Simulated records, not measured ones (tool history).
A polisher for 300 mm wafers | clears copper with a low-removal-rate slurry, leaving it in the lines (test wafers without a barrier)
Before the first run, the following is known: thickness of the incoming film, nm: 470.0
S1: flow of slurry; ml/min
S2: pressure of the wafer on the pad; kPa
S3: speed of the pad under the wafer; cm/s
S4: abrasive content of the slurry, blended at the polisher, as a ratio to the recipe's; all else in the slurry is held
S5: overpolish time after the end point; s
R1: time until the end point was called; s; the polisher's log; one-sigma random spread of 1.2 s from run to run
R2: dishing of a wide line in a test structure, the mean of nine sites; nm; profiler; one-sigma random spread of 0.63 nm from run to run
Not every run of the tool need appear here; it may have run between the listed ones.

{"run": 1, "hour": 0.0, "S1": 215, "S2": 19.3, "S3": 134, "S4": 1, "S5": 29, "R1": 99.64, "R2": 32.24}
{"run": 2, "hour": 6.3, "S1": 215, "S2": 20, "S3": 136, "S4": 1, "S5": 26, "R1": 95.149, "R2": 31.992}
{"run": 3, "hour": 9.6, "S1": 215, "S2": 20, "S3": 136, "S4": 1, "S5": 18, "R1": 95.549, "R2": 28.783}
{"run": 4, "hour": 16.5, "S1": 215, "S2": 20.7, "S3": 136, "S4": 1, "S5": 18, "R1": 92.879, "R2": 30.74}
{"run": 5, "hour": 17.6, "S1": 215, "S2": 20.7, "S3": 136, "S4": 1, "S5": 9, "R1": 93.454, "R2": 21.602}
{"run": 6, "hour": 25.9, "S1": 215, "S2": 17.2, "S3": 136, "S4": 1, "S5": 9, "R1": 109.44, "R2": 19.135}
{"run": 7, "hour": 27.1, "S1": 215, "S2": 18.6, "S3": 136, "S4": 1, "S5": 9, "R1": 103.16, "R2": 20.081}
{"run": 8, "hour": 29.8, "S1": 215, "S2": 19.3, "S3": 136, "S4": 1, "S5": 9, "R1": 99.315, "R2": 19.878}
{"run": 9, "hour": 36.0, "S1": 215, "S2": 20, "S3": 136, "S4": 1, "S5": 10, "R1": 96.127, "R2": 23.296}

Run 10 has not been measured yet. What should we expect?
{"run": 10, "hour": 36.8, "S1": 215, "S2": 20.7, "S3": 136, "S4": 1, "S5": 10, "R1": "?", "R2": "?"}

For run 10 the tool returned R1 93.408 s, R2 23.602 nm.
